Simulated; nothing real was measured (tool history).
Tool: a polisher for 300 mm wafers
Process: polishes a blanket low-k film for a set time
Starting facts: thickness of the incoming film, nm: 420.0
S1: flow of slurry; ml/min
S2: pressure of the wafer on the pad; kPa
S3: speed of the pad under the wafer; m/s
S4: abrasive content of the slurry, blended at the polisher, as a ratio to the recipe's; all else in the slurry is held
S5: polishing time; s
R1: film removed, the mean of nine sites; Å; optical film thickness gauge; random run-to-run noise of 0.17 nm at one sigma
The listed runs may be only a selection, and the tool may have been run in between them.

run 1 day=0 | S1=130 S2=15.9 S3=1.1 S4=1 S5=51 | R1=244.9
run 2 day=0.321 | S1=130 S2=15.9 S3=1.1 S4=1 S5=51 | R1=244.22
run 3 day=0.608 | S1=125 S2=15.2 S3=1.1 S4=1 S5=51 | R1=232.41
run 4 day=0.654 | S1=125 S2=17.9 S3=1.1 S4=1 S5=51 | R1=267.42
run 5 day=0.754 | S1=120 S2=17.2 S3=1.1 S4=1 S5=51 | R1=252.7
run 6 day=0.904 | S1=115 S2=17.2 S3=1.1 S4=1 S5=51 | R1=253.32
run 7 day=1.179 | S1=110 S2=16.5 S3=1.1 S4=1 S5=51 | R1=243.13

What will run 8 give?
run 8 day=1.229 | S1=105 S2=15.9 S3=1.1 S4=1 S5=51 | R1=?

Logged for run 8: R1 231.6 Å.

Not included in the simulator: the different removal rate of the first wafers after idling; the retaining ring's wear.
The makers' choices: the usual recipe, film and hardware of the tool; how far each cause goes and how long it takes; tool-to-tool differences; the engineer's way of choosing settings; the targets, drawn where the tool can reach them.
